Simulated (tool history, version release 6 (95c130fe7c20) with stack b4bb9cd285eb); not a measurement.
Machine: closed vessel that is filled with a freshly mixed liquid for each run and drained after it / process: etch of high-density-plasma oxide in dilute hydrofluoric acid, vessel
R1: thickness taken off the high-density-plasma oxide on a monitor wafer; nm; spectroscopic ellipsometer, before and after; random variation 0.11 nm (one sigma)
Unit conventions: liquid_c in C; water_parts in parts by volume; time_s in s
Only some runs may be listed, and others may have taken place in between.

run 1 hour=0 | liquid_c=26 water_parts=80 time_s=140 | R1=18.278
run 2 hour=7.1 | liquid_c=24.5 water_parts=80 time_s=140 | R1=16.996
run 3 hour=13.1 | liquid_c=23 water_parts=80 time_s=140 | R1=15.953
run 4 hour=19.8 | liquid_c=22 water_parts=80 time_s=140 | R1=15.415
run 5 hour=23.9 | liquid_c=22 water_parts=80 time_s=140 | R1=15.395
run 6 hour=32.8 | liquid_c=22 water_parts=70 time_s=140 | R1=17.907

Estimate the outcome of run 7 from the log above:
run 7 hour=40.5 | liquid_c=21 water_parts=75 time_s=140 | R1=?

Run 7 produced R1 15.972 nm.
